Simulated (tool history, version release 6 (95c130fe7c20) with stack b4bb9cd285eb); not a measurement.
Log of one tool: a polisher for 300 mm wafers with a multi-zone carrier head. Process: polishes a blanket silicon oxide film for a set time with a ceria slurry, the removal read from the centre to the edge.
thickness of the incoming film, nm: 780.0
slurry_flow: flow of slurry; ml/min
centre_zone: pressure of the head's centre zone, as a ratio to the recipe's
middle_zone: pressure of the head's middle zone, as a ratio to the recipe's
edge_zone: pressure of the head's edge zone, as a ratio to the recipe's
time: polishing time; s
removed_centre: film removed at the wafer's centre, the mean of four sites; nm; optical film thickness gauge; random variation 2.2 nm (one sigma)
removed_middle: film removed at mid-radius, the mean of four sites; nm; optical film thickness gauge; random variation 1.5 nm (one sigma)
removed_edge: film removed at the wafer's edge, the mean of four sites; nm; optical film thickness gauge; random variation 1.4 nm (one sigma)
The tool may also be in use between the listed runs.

Run 1, hour 0.0: slurry_flow 295 ml/min, centre_zone 1.00, middle_zone 1.00, edge_zone 1.00, time 49 s. Result: removed_centre 249.11 nm, removed_middle 251.28 nm, removed_edge 246.37 nm.
Run 2, hour 0.8: slurry_flow 295 ml/min, centre_zone 1.00, middle_zone 1.00, edge_zone 1.00, time 37 s. Result: removed_centre 187.61 nm, removed_middle 193.84 nm, removed_edge 181.66 nm.
Run 3, hour 8.1: slurry_flow 290 ml/min, centre_zone 1.01, middle_zone 0.99, edge_zone 0.98, time 37 s. Result: removed_centre 184.21 nm, removed_middle 188.94 nm, removed_edge 184.90 nm.
Run 4, hour 13.4: slurry_flow 300 ml/min, centre_zone 1.03, middle_zone 1.00, edge_zone 0.98, time 36 s. Result: removed_centre 188.20 nm, removed_middle 187.91 nm, removed_edge 177.25 nm.
Run 5, hour 20.3: slurry_flow 300 ml/min, centre_zone 1.04, middle_zone 1.00, edge_zone 0.97, time 36 s. Result: removed_centre 186.84 nm, removed_middle 188.42 nm, removed_edge 176.40 nm.
Run 6, hour 22.8: slurry_flow 345 ml/min, centre_zone 1.04, middle_zone 1.00, edge_zone 0.97, time 36 s. Result: removed_centre 196.37 nm, removed_middle 189.65 nm, removed_edge 176.91 nm.

The next listed run, before its measurement:
Run 7, hour 27.7: slurry_flow 340 ml/min, centre_zone 1.04, middle_zone 1.00, edge_zone 0.96, time 36 s. Result: removed_centre ?, removed_middle ?, removed_edge ?.

Run 7 gave removed_centre 193.08 nm, removed_middle 185.91 nm, removed_edge 175.37 nm.
